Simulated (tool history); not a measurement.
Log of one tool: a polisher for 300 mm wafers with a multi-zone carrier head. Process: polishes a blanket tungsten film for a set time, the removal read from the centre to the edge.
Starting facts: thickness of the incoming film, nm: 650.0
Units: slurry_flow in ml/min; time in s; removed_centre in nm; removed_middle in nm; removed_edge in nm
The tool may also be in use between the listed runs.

| run | day | slurry_flow | centre_zone | middle_zone | edge_zone | slurry_solids | time | removed_centre | removed_middle | removed_edge |
|---|---|---|---|---|---|---|---|---|---|---|
| 1 | 0 | 175 | 1 | 1 | 1 | 1 | 52 | 212.49 | 211.77 | 204.36 |
| 2 | 0.158 | 165 | 0.96 | 1 | 0.96 | 0.85 | 48 | 182.79 | 186.51 | 179.34 |
| 3 | 0.45 | 165 | 0.99 | 1 | 0.96 | 0.85 | 48 | 186.07 | 188.92 | 179.63 |
| 4 | 0.542 | 165 | 0.99 | 1 | 0.9 | 0.85 | 48 | 185.59 | 186.49 | 174.22 |
| 5 | 0.775 | 165 | 0.99 | 1 | 0.9 | 0.65 | 48 | 179.83 | 179.76 | 169.55 |
| 6 | 0.858 | 145 | 0.99 | 1 | 0.9 | 0.65 | 48 | 174.7 | 174.88 | 164.04 |
| 7 | 1.171 | 135 | 0.95 | 1.01 | 0.88 | 0.6 | 45 | 151.67 | 161.93 | 148.44 |
| 8 | 1.479 | 130 | 0.93 | 1.01 | 0.87 | 0.55 | 44 | 138.85 | 154.59 | 141.42 |
| 9 | 1.583 | 125 | 0.92 | 1.01 | 0.86 | 0.55 | 43 | 134.15 | 152.01 | 134.49 |
| 10 | 1.671 | 120 | 0.9 | 0.99 | 0.85 | 0.55 | 43 | 129.02 | 141.58 | 136.81 |
| 11 | 1.721 | 120 | 0.9 | 1 | 0.84 | 0.55 | 42 | 126.29 | 140.78 | 130.01 |
| 12 | 2.062 | 115 | 0.89 | 1 | 0.83 | 0.55 | 42 | 124.83 | 140.19 | 128.7 |

Run 13, settings as shown, results not yet in. Your forecast:
| 13 | 2.275 | 115 | 0.88 | 1 | 0.83 | 0.55 | 42 | ? | ? | ? |

{"run 13": {"removed_centre": 121.01, "removed_middle": 137.28, "removed_edge": 129.49}}
